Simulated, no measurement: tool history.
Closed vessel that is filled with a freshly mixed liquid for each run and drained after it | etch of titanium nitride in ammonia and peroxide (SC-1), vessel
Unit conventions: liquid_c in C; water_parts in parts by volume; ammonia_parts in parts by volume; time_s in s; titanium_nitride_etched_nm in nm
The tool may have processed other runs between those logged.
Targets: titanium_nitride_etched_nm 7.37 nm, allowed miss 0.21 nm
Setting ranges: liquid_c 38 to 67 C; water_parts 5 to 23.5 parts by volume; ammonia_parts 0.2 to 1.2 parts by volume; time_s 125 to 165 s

run,hour,liquid_c,water_parts,ammonia_parts,time_s,titanium_nitride_etched_nm
1,0,51,13,0.85,165,11.905
2,2.8,51,13,0.65,165,11.327
3,8,57,13,0.65,165,16.986
4,10,53.5,13,0.65,165,13.502
5,13.6,53.5,8.5,0.65,165,16.7
6,15.6,53.5,8.5,0.4,165,15.442
7,19.6,50.5,8.5,0.4,165,12.658
8,25.1,48.5,8.5,0.4,165,10.942
9,33.9,47,8.5,0.4,165,9.9077
10,41.1,42,8.5,0.4,165,6.8028
11,46,42.5,8.5,0.4,165,7.0264

Below are 5 possible settings for the next run. Only one of them brings all results inside the allowed miss of their targets. Which is it?
A,50.9,48.5,19,0.35,165,?
B,50.9,44.5,10.5,0.25,165,?
C,50.9,41.5,5,0.2,160,?
D,50.9,40.5,7.5,0.4,165,?
E,50.9,42.5,8.5,0.4,160,?

move,titanium_nitride_etched_nm
A,6.8751
B,6.7233
C,7.3608
D,6.5264
E,6.8747
A: moves away from the targets compared with the last run
B: moves away from the targets compared with the last run
C: each result inside its tolerance
D: moves away from the targets compared with the last run
E: moves away from the targets compared with the last run
Go with C: it meets all targets.
